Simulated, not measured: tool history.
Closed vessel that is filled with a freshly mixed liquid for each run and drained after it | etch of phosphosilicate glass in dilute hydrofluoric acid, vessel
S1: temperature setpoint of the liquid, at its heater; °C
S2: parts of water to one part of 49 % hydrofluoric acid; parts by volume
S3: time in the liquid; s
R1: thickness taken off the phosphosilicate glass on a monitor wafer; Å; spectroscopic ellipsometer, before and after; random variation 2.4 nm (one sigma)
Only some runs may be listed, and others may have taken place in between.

| run | hour | S1 | S2 | S3 | R1 |
|---|---|---|---|---|---|
| 1 | 0.0 | 20.0 | 90 | 90 | 1639.9 |
| 2 | 3.0 | 21.0 | 90 | 90 | 1676.9 |
| 3 | 7.9 | 21.0 | 90 | 90 | 1679.2 |
| 4 | 11.1 | 21.5 | 90 | 90 | 1718.6 |
| 5 | 13.1 | 22.0 | 90 | 90 | 1770.8 |
| 6 | 17.7 | 19.5 | 90 | 90 | 1586.8 |
| 7 | 23.1 | 20.5 | 90 | 90 | 1617.4 |
| 8 | 25.5 | 21.5 | 90 | 90 | 1718.1 |

Forecast run 9:
| 9 | 29.2 | 25.5 | 85 | 90 | ? |

R1: 2163.9 Å

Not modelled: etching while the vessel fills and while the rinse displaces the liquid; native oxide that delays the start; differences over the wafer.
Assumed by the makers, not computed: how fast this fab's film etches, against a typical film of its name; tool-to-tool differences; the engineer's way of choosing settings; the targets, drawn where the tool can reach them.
